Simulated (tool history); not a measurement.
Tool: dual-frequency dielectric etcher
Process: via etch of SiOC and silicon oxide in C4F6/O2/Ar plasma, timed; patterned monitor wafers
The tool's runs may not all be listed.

run  hour  source power (W)  bias power (W)  etch time (s)  mean etch depth across the wafer (nm)
  1   0.0               310             175           87.5                                 77.468
  2   6.9               310             175           87.5                                 78.501
  3  11.0               270             175           87.5                                 73.958
  4  15.3               280             176           87.5                                 75.058
  5  21.0               250             176           87.5                                 72.562
  6  25.3               270             177           87.5                                 74.403
  7  30.5               280             178           87.5                                 74.825
  8  38.7               290             180           87.5                                 76.355
  9  41.8               300             181           87.5                                 77.608
 10  45.4               310             182           87.5                                 78.608
 11  50.5               310             182           87.5                                 78.996
 12  58.6               320             183           87.5                                 78.951
     59.1  -- bias power generator calibrated
 13  59.1               330             184           87.5                                 81.054

Run 14 comes next. What will it give?
 14  61.2               340             185           87.5                                      ?

Run 14 gave mean etch depth across the wafer (nm) 83.157.

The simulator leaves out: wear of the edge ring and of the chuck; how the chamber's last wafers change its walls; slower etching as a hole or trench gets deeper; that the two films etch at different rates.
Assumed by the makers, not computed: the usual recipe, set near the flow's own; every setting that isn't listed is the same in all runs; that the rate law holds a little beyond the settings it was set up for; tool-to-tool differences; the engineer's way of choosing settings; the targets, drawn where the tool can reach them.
